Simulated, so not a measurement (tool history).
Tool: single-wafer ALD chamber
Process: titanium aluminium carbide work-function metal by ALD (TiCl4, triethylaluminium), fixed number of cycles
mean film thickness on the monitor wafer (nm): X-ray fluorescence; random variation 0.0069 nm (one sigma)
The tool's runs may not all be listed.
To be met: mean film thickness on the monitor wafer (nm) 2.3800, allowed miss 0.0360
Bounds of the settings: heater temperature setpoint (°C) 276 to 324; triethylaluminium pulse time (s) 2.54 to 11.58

run	hour	heater temperature setpoint (°C)	triethylaluminium pulse time (s)	mean film thickness on the monitor wafer (nm)
1	0.0	300	7.06	2.1105
2	8.6	306	7.37	2.1829
3	15.1	297	7.37	2.1003
4	20.4	297	8.50	2.1424
5	26.6	288	8.50	2.0426
6	33.0	295	8.75	2.1188
7	37.9	301	9.04	2.2096
8	39.5	305	9.19	2.2490
9	46.1	308	9.33	2.2877
10	48.6	310	9.43	2.3209
11	53.0	311	9.49	2.3260
12	61.6	312	9.55	2.3421

5 next moves are on the table. One of them brings every result within its allowed miss. Which?
A	70.2	309	7.77	?
B	70.2	307	10.95	?
C	70.2	309	9.69	?
D	70.2	316	9.48	?
E	70.2	311	8.42	?

move	mean film thickness on the monitor wafer (nm)
A	2.2497
B	2.3288
C	2.3211
D	2.3927
E	2.3000
A: further off than the last run
B: further off than the last run
C: further off than the last run
D: meets every target
E: further off than the last run
The right move is D.
